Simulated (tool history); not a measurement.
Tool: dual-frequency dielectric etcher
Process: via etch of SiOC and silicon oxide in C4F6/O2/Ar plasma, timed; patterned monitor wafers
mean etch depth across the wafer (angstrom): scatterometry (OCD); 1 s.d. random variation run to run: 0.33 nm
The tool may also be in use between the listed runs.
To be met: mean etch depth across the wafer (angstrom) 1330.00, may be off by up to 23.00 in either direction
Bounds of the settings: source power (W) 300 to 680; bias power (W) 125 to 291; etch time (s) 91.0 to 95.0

| run | day | source power (W) | bias power (W) | etch time (s) | mean etch depth across the wafer (angstrom) |
|---|---|---|---|---|---|
| 1 | 0.000 | 490 | 208 | 91.0 | 1184.80 |
| 2 | 0.279 | 490 | 178 | 91.0 | 1087.30 |
| 3 | 0.483 | 440 | 178 | 91.0 | 1028.50 |
| 4 | 0.633 | 470 | 178 | 91.0 | 1064.80 |
| 5 | 0.921 | 470 | 178 | 91.0 | 1065.50 |
| 6 | 1.108 | 400 | 178 | 91.0 | 981.05 |
| 7 | 1.279 | 450 | 180 | 91.0 | 1047.90 |
| 8 | 1.433 | 450 | 180 | 91.0 | 1049.50 |
| 9 | 1.562 | 550 | 222 | 92.0 | 1307.00 |

Pick the move, out of 4, that brings all results within their allowed miss; only one does.
| A | 1.692 | 500 | 218 | 93.5 | ? |
| B | 1.692 | 530 | 221 | 95.0 | ? |
| C | 1.692 | 540 | 227 | 91.0 | ? |
| D | 1.692 | 550 | 207 | 94.0 | ? |

| move | mean etch depth across the wafer (angstrom) |
|---|---|
| A | 1258.80 |
| B | 1324.60 |
| C | 1297.60 |
| D | 1290.00 |
A: the biggest miss grows against the last run
B: meets every target
C: the biggest miss grows against the last run
D: the biggest miss grows against the last run
So the answer is move B, the one that meets all the targets.
